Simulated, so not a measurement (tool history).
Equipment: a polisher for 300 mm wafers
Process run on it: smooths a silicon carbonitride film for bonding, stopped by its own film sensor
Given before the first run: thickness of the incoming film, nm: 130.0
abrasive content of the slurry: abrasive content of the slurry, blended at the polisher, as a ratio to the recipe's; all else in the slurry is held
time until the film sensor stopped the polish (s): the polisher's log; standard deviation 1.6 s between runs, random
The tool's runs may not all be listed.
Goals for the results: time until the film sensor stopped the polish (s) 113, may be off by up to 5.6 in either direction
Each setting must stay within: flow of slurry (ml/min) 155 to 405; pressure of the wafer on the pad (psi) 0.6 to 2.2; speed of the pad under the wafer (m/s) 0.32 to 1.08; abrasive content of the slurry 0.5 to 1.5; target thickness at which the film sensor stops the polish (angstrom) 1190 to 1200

run	hour	flow of slurry (ml/min)	pressure of the wafer on the pad (psi)	speed of the pad under the wafer (m/s)	abrasive content of the slurry	target thickness at which the film sensor stops the polish (angstrom)	time until the film sensor stopped the polish (s)
1	0	260	1.4	0.7	1	1190	71.518
2	0.6	205	1.4	0.7	1	1190	72.597
3	3.8	205	1.3	0.7	1	1190	77.178
4	8.4	205	1.6	0.7	1	1190	62.282
5	13.1	230	1.6	0.7	1	1190	62.933
6	21.9	230	1.6	0.7	1.15	1190	60.67
7	25.7	230	1.4	0.7	1.15	1190	66.728
8	29.4	230	1.3	0.68	1.15	1190	72.943
9	36.2	230	1.2	0.68	1.15	1190	79.286

Exercise: of the 4 proposed moves below, exactly one satisfies all targets within the stated allowed misses. Which move is it?
A	43	210	1	0.48	0.9	1200	?
B	43	240	0.6	0.64	1	1190	?
C	43	210	0.9	0.6	1.1	1190	?
D	43	255	0.6	0.64	1.1	1190	?

move	time until the film sensor stopped the polish (s)
A	122.16
B	150.47
C	112.62
D	143.59
A: pushes the last run's worst result past its target
B: pushes the last run's worst result past its target
C: every result within its allowed miss
D: pushes the last run's worst result past its target
Answer: C
